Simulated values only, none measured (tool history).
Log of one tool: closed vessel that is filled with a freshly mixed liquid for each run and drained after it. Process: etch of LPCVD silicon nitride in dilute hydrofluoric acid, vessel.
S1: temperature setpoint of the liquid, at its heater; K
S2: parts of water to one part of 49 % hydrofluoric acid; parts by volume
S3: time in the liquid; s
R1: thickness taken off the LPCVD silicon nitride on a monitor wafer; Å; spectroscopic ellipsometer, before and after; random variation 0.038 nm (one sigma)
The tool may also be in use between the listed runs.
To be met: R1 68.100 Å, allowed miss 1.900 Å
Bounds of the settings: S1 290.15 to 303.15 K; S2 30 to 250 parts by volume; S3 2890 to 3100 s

run 1 hour=0.0 | S1=295.15 S2=140 S3=2890 | R1=102.670
run 2 hour=2.9 | S1=295.15 S2=140 S3=2890 | R1=102.310
run 3 hour=7.0 | S1=294.65 S2=140 S3=2890 | R1=99.039
run 4 hour=15.1 | S1=294.65 S2=140 S3=2890 | R1=99.880
run 5 hour=19.7 | S1=294.15 S2=140 S3=2890 | R1=96.045
run 6 hour=28.3 | S1=291.65 S2=140 S3=2890 | R1=80.924
run 7 hour=38.0 | S1=291.65 S2=140 S3=2890 | R1=81.745
run 8 hour=44.5 | S1=290.65 S2=145 S3=2890 | R1=73.157

Which of these 5 next moves meets every target?
run A hour=51.0 | S1=290.65 S2=175 S3=2980 | R1=?
run B hour=51.0 | S1=291.65 S2=180 S3=2905 | R1=?
run C hour=51.0 | S1=290.15 S2=170 S3=3030 | R1=?
run D hour=51.0 | S1=290.15 S2=160 S3=3085 | R1=?
run E hour=51.0 | S1=290.15 S2=165 S3=3025 | R1=?

move=A R1=63.385
move=B R1=64.323
move=C R1=64.059
move=D R1=69.138
move=E R1=65.816
A: takes the result that was furthest off past its target
B: takes the result that was furthest off past its target
C: takes the result that was furthest off past its target
D: meets every target
E: takes the result that was furthest off past its target
Move D is the one to make.

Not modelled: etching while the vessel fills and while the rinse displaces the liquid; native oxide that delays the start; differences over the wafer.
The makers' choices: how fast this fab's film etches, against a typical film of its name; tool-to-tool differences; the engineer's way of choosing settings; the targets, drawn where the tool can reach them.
